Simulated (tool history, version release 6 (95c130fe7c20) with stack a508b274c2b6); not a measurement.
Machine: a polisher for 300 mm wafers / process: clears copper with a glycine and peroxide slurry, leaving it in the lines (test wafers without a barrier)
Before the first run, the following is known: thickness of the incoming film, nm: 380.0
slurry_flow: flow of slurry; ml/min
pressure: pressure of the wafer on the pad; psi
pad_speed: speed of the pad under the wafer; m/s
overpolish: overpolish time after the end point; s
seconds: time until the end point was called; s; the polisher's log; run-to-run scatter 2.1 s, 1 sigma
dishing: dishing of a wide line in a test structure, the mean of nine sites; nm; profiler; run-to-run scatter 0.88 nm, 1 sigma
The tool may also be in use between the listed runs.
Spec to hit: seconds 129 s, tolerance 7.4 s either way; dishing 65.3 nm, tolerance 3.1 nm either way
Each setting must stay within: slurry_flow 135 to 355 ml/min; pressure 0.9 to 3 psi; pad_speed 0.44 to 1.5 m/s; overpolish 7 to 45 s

run,day,slurry_flow,pressure,pad_speed,overpolish,seconds,dishing
1,0,225,1.9,0.96,23,111.21,52.044
2,0.346,225,1.7,0.96,23,121.87,48.226
3,0.546,180,1.7,0.96,23,132.04,47.221
4,0.696,200,1.7,0.96,23,125.55,47.96
5,0.933,200,1.9,0.96,23,120.43,50.643
6,1.017,200,1.9,1.12,23,104.45,53.864
7,1.258,185,1.9,1.08,26,107.79,56.339
8,1.479,175,1.8,1.04,29,116.71,59.317
9,1.671,170,1.8,1.02,30,119.19,59.52
10,1.883,165,1.8,1,31,120.82,59.064
11,1.988,160,1.8,1,33,122.49,61.984

Consider the 4 candidate settings below. Which is the only one whose results all fall within their allowed miss of target?
A,2.092,140,1.9,0.9,37,?,?
B,2.092,160,1.9,1.14,31,?,?
C,2.092,170,1.9,1.06,27,?,?
D,2.092,135,1.8,1.14,31,?,?

move,seconds,dishing
A,132.95,66.227
B,107.91,66.206
C,112.93,59.254
D,116.6,63.09
A: all results land within tolerance of their targets
B: meets the target for the result that was furthest off, but another lies outside its allowed miss
C: misses by more than the last run did
D: meets the target for the result that was furthest off, but another lies outside its allowed miss
So the answer is move A, the one that meets all the targets.

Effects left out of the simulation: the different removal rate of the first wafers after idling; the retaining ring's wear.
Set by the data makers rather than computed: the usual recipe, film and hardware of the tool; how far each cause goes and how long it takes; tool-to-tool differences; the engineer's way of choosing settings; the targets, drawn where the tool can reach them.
